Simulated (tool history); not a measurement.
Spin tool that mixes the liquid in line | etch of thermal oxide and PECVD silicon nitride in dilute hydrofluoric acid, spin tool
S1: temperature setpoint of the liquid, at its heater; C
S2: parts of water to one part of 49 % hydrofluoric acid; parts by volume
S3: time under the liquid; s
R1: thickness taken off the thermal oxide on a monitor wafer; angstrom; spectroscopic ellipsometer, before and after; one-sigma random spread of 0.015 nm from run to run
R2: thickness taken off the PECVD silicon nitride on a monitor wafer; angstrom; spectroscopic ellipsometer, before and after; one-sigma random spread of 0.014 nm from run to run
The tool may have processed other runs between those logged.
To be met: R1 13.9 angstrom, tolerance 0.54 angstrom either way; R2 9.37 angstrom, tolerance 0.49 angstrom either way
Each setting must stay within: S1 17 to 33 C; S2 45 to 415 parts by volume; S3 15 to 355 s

| run | day | S1 | S2 | S3 | R1 | R2 |
|---|---|---|---|---|---|---|
| 1 | 0 | 25 | 230 | 180 | 31.203 | 22.994 |
| 2 | 0.162 | 27 | 230 | 180 | 33.976 | 26.007 |
| 3 | 0.446 | 25 | 250 | 180 | 27.979 | 20.952 |
| 4 | 0.742 | 25 | 315 | 180 | 20.796 | 16.716 |
| 5 | 1.062 | 23 | 320 | 180 | 19.157 | 14.291 |
| 6 | 1.412 | 23 | 270 | 180 | 23.939 | 17.248 |
| 7 | 1.762 | 22 | 285 | 180 | 21.554 | 15.595 |
| 8 | 1.967 | 21 | 295 | 180 | 19.746 | 13.531 |
| 9 | 2.125 | 20.5 | 310 | 180 | 18.351 | 12.63 |
| 10 | 2.388 | 20 | 320 | 180 | 17.254 | 11.569 |
| 11 | 2.688 | 20 | 330 | 180 | 16.705 | 11.428 |
| 12 | 2.742 | 19.5 | 340 | 180 | 15.864 | 10.638 |

Pick the move, out of 4, that brings all results within their allowed miss; only one does.
| A | 2.796 | 18.5 | 330 | 160 | ? | ? |
| B | 2.796 | 20 | 355 | 180 | ? | ? |
| C | 2.796 | 17 | 285 | 155 | ? | ? |
| D | 2.796 | 17 | 375 | 185 | ? | ? |

| move | R1 | R2 |
|---|---|---|
| A | 14.079 | 9.1984 |
| B | 15.215 | 10.607 |
| C | 15.509 | 9.2977 |
| D | 13.072 | 8.5568 |
A: meets every target
B: closes in on the targets versus the last run, not all within tolerance yet
C: closes in on the targets versus the last run, not all within tolerance yet
D: carries the result that was furthest off beyond its target, to the other side
A is the move that brings every result within its allowed miss.
